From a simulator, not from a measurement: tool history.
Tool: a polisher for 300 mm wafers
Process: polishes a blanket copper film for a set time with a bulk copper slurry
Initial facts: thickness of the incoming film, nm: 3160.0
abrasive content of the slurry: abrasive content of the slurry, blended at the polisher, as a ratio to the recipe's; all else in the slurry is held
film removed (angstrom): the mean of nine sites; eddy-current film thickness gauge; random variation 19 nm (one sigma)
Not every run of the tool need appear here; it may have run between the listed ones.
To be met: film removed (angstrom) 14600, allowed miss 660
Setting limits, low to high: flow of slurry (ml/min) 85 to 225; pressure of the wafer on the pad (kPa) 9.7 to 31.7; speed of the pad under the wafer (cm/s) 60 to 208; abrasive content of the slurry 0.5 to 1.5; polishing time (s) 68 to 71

run  hour  flow of slurry (ml/min)  pressure of the wafer on the pad (kPa)  speed of the pad under the wafer (cm/s)  abrasive content of the slurry  polishing time (s)  film removed (angstrom)
  1     0                      145                                    20.7                                      134                               1                  68                   8239.1
  2   2.2                      145                                    20.7                                      146                               1                  68                   9059.3
  3  11.2                      165                                    20.7                                      146                               1                  68                   9343.5
  4  12.9                      165                                    22.1                                      146                               1                  68                   9954.8
  5  17.7                      165                                    22.1                                      146                               1                  71                    10244
  6  23.1                      145                                    22.1                                      146                               1                  71                    10161
  7    28                      145                                    23.4                                      146                               1                  71                    10559
  8    36                      150                                    24.8                                      146                               1                  71                    11252
  9  40.1                      150                                    25.5                                      146                               1                  71                    11379

Exercise: of the 5 proposed moves below, exactly one satisfies all targets within the stated allowed misses. Which move is it?
  A  44.2                      120                                    23.4                                      188                             0.7                  71                        ?
  B  44.2                      170                                    24.1                                      168                            1.05                  71                        ?
  C  44.2                      145                                    31.7                                      132                             1.1                  71                        ?
  D  44.2                      155                                    26.2                                      154                               1                  71                        ?
  E  44.2                      160                                      31                                      144                            1.15                  71                        ?

move  film removed (angstrom)
   A                    12472
   B                    13213
   C                    13220
   D                    12779
   E                    14473
A: gains on the last run, yet a result remains outside its allowed miss
B: gains on the last run, yet a result remains outside its allowed miss
C: gains on the last run, yet a result remains outside its allowed miss
D: gains on the last run, yet a result remains outside its allowed miss
E: hits every target within its allowed miss
Go with E: it meets all targets.
